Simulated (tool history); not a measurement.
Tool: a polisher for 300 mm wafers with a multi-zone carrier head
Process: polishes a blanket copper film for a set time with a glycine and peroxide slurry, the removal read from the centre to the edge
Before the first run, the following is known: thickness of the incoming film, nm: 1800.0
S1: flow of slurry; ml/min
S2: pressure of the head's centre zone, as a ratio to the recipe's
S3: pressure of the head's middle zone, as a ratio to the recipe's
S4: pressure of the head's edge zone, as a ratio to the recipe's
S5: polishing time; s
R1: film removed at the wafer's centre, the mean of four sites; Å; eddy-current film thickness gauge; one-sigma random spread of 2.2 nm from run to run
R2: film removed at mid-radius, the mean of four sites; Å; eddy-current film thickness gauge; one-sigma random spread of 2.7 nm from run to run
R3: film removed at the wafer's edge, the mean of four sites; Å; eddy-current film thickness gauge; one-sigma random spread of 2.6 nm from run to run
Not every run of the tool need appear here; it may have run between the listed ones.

| run | hour | S1 | S2 | S3 | S4 | S5 | R1 | R2 | R3 |
|---|---|---|---|---|---|---|---|---|---|
| 1 | 0 | 175 | 1 | 1 | 1 | 90 | 4830.7 | 4761.2 | 4851 |
| 2 | 7.8 | 195 | 1 | 1 | 1 | 90 | 4939.7 | 4888.2 | 4915.9 |
| 3 | 11.7 | 195 | 1 | 1 | 0.93 | 90 | 4916.5 | 4844.8 | 4833.8 |
| 4 | 12.2 | 195 | 1 | 1 | 0.93 | 99 | 5421.6 | 5282.1 | 5239.7 |
| 5 | 21 | 195 | 1.03 | 1.01 | 0.9 | 82 | 4601 | 4463.5 | 4330.9 |
| 6 | 28.5 | 195 | 1.03 | 0.94 | 0.9 | 82 | 4584.6 | 4234.3 | 4201.6 |
| 7 | 29.6 | 195 | 1.04 | 0.94 | 0.87 | 72 | 4072.9 | 3757.2 | 3734.7 |
| 8 | 31.9 | 195 | 1.06 | 0.96 | 0.85 | 65 | 3724.5 | 3426.1 | 3336.8 |
| 9 | 33.7 | 180 | 1.07 | 0.98 | 0.84 | 62 | 3598.2 | 3291.5 | 3118.7 |

Expected results for the next run?
| 10 | 39.1 | 165 | 1.06 | 0.98 | 0.83 | 62 | ? | ? | ? |

{"run 10": {"R1": 3487.6, "R2": 3266.2, "R3": 3092.7}}
